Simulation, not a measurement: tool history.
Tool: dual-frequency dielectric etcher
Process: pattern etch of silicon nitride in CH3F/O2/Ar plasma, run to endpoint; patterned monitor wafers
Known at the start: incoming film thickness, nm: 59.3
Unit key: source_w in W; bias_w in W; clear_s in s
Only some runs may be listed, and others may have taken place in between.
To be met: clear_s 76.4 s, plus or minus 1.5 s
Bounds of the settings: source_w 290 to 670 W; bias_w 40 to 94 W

run 1 day=0 | source_w=480 bias_w=67 | clear_s=90.032
run 2 day=0.15 | source_w=510 bias_w=68 | clear_s=87.296
run 3 day=0.288 | source_w=510 bias_w=62 | clear_s=90.717
run 4 day=0.592 | source_w=540 bias_w=64 | clear_s=87.151
run 5 day=0.812 | source_w=540 bias_w=57 | clear_s=90.752
run 6 day=0.871 | source_w=560 bias_w=59 | clear_s=88.381
run 7 day=1.238 | source_w=580 bias_w=61 | clear_s=85.306
run 8 day=1.483 | source_w=580 bias_w=61 | clear_s=85.27
run 9 day=1.508 | source_w=580 bias_w=61 | clear_s=86.122

4 next moves are on the table. One of them brings every result within its allowed miss. Which?
run A day=1.533 | source_w=610 bias_w=68 | clear_s=?
run B day=1.533 | source_w=600 bias_w=64 | clear_s=?
run C day=1.533 | source_w=600 bias_w=69 | clear_s=?
run D day=1.533 | source_w=660 bias_w=70 | clear_s=?

move=A clear_s=80.66
move=B clear_s=83.118
move=C clear_s=80.831
move=D clear_s=76.998
A: nearer than the last run, and not there yet
B: nearer than the last run, and not there yet
C: nearer than the last run, and not there yet
D: every result within its allowed miss
Move D is the one to make.
